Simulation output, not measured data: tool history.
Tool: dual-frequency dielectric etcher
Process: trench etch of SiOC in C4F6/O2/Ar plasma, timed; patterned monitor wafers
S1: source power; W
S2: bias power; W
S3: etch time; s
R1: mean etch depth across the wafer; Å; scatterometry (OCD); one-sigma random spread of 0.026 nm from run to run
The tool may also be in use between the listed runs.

run 1 day=0 | S1=280 S2=141 S3=9 | R1=153.75
run 2 day=0.212 | S1=280 S2=153 S3=9 | R1=157.82
run 3 day=0.588 | S1=270 S2=145 S3=9 | R1=152.54
run 4 day=0.771 | S1=260 S2=139 S3=9 | R1=148.23
run 5 day=0.929 | S1=250 S2=134 S3=9 | R1=143.14
run 6 day=0.983 | S1=280 S2=134 S3=9 | R1=150.68
run 7 day=1.079 | S1=270 S2=130 S3=9 | R1=146.98

The next listed run, before its measurement:
run 8 day=1.188 | S1=260 S2=127 S3=9 | R1=?

{"run 8": {"R1": 143.77}}

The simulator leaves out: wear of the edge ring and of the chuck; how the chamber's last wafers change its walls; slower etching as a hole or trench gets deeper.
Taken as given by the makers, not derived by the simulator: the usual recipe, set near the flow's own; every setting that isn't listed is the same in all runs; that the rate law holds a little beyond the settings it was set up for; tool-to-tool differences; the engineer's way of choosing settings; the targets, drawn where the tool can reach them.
